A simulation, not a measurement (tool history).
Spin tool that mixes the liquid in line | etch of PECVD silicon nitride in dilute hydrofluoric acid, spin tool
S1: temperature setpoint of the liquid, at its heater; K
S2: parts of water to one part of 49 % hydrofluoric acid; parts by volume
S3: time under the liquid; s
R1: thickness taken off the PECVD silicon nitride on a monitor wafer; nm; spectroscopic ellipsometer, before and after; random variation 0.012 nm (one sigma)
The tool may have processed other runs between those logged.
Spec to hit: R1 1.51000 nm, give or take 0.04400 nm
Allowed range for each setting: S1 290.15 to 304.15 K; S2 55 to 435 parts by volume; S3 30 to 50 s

run,hour,S1,S2,S3,R1
1,0.0,296.15,245,50,0.72124
2,4.9,296.15,290,50,0.61490
3,9.8,296.15,320,50,0.55729
4,11.8,298.15,280,50,0.70552
5,20.3,298.15,280,50,0.71777
6,22.2,295.65,280,50,0.61550
7,29.5,297.65,250,50,0.78288
8,32.3,299.15,230,50,0.93009
9,34.4,303.15,175,50,1.56350

Which single option among these 4 for the next run brings every result within its allowed miss of target? Just one does.
A,36.5,303.15,170,50,?
B,36.5,298.15,125,50,?
C,36.5,302.15,160,50,?
D,36.5,304.15,115,30,?

move,R1
A,1.58860
B,1.58110
C,1.58930
D,1.50670
A: lands further from the targets than the last run did
B: lands further from the targets than the last run did
C: lands further from the targets than the last run did
D: each result inside its tolerance
The move that meets every target is D.
